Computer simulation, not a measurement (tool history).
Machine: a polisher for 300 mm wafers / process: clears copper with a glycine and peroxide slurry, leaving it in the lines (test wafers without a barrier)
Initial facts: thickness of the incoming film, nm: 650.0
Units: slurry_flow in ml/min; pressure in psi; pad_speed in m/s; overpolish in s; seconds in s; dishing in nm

run,hour,slurry_flow,pressure,pad_speed,overpolish,seconds,dishing
1,0,215,2,1.26,23,127.38,49.205
2,7,200,1.8,1.38,20,133.96,44.565
3,8.2,200,1.8,1.64,20,116.41,46.444
4,16.7,200,1.8,1.64,14,117.26,40.292
5,22.2,200,1.8,1.64,19,115.58,45.848
6,23.4,190,1.7,1.7,17,116.81,42.958
7,27.3,180,1.6,1.74,15,128.24,39.885
8,30,170,1.6,1.78,14,123.61,37.854
9,36.4,165,1.6,1.8,13,125.12,36.588
10,41,160,1.6,1.82,12,127.65,35.056
11,43.6,155,1.6,1.82,11,129.12,33.713

Run 12 is up next; what results do you expect?
12,48.7,155,1.6,1.82,10,?,?

For run 12 the tool returned seconds 128.15 s, dishing 31.788 nm.
